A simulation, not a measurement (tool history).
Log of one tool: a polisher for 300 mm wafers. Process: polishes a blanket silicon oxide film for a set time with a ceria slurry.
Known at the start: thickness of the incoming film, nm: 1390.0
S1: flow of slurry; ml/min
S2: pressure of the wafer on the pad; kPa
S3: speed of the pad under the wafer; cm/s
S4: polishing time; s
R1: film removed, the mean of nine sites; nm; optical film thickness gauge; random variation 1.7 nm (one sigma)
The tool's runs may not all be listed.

| run | day | S1 | S2 | S3 | S4 | R1 |
|---|---|---|---|---|---|---|
| 1 | 0.000 | 320 | 13.8 | 134 | 35 | 115.150 |
| 2 | 0.096 | 320 | 11.0 | 134 | 35 | 91.931 |
| 3 | 0.271 | 320 | 7.6 | 134 | 35 | 64.469 |
| 4 | 0.567 | 320 | 9.0 | 134 | 35 | 75.711 |
| 5 | 0.933 | 320 | 9.0 | 134 | 35 | 75.653 |
| 6 | 1.058 | 320 | 9.0 | 134 | 31 | 67.803 |
| 7 | 1.404 | 320 | 10.3 | 134 | 31 | 76.249 |
| 8 | 1.579 | 320 | 11.7 | 134 | 31 | 87.941 |
| 9 | 1.646 | 320 | 12.4 | 134 | 31 | 90.322 |
| 10 | 1.950 | 320 | 13.8 | 134 | 31 | 102.060 |
| 11 | 2.254 | 320 | 14.5 | 134 | 31 | 107.210 |
| 12 | 2.392 | 320 | 15.2 | 134 | 31 | 112.690 |

Run 13 comes next. What will it give?
| 13 | 2.612 | 320 | 15.9 | 134 | 31 | ? |

R1: 114.160 nm
